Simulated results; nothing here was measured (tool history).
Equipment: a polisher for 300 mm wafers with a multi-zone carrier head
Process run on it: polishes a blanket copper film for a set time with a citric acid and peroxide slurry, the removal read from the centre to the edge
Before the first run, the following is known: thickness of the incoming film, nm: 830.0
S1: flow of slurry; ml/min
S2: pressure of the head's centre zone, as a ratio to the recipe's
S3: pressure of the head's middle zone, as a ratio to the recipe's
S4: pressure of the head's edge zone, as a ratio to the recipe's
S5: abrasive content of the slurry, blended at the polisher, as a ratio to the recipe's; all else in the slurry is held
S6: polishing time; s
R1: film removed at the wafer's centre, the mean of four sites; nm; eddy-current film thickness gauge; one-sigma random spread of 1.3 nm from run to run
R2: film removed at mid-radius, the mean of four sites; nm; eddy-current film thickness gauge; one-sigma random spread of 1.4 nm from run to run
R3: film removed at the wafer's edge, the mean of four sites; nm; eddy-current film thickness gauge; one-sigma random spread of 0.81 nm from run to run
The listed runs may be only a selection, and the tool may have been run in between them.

Run 1, day 0.000: S1 270 ml/min, S2 1.00, S3 1.00, S4 1.00, S5 1.00, S6 37 s. Result: R1 117.57 nm, R2 119.69 nm, R3 118.74 nm.
Run 2, day 0.075: S1 270 ml/min, S2 1.00, S3 1.00, S4 1.00, S5 1.20, S6 37 s. Result: R1 122.88 nm, R2 125.27 nm, R3 125.50 nm.
Run 3, day 0.254: S1 330 ml/min, S2 1.00, S3 1.00, S4 1.00, S5 1.20, S6 37 s. Result: R1 125.53 nm, R2 125.59 nm, R3 125.89 nm.
Run 4, day 0.329: S1 330 ml/min, S2 1.01, S3 1.00, S4 0.99, S5 1.15, S6 36 s. Result: R1 122.05 nm, R2 121.93 nm, R3 121.50 nm.
Run 5, day 0.371: S1 330 ml/min, S2 1.02, S3 1.01, S4 0.98, S5 1.10, S6 35 s. Result: R1 118.12 nm, R2 118.06 nm, R3 115.09 nm.
At day 0.675: edge zone pressure recalibrated.
Run 6, day 0.675: S1 330 ml/min, S2 1.02, S3 1.01, S4 0.98, S5 1.00, S6 35 s. Result: R1 116.25 nm, R2 115.90 nm, R3 110.85 nm.
Run 7, day 0.817: S1 330 ml/min, S2 1.02, S3 1.01, S4 0.97, S5 0.95, S6 35 s. Result: R1 112.62 nm, R2 113.89 nm, R3 108.24 nm.
Run 8, day 0.850: S1 330 ml/min, S2 1.03, S3 1.01, S4 0.96, S5 0.90, S6 35 s. Result: R1 111.80 nm, R2 112.89 nm, R3 105.08 nm.

Run 9 is up next; what results do you expect?
Run 9, day 0.950: S1 330 ml/min, S2 1.03, S3 1.00, S4 0.95, S5 0.85, S6 35 s. Result: R1 ?, R2 ?, R3 ?.

Run 9 measured R1 108.93 nm, R2 107.78 nm, R3 102.63 nm.
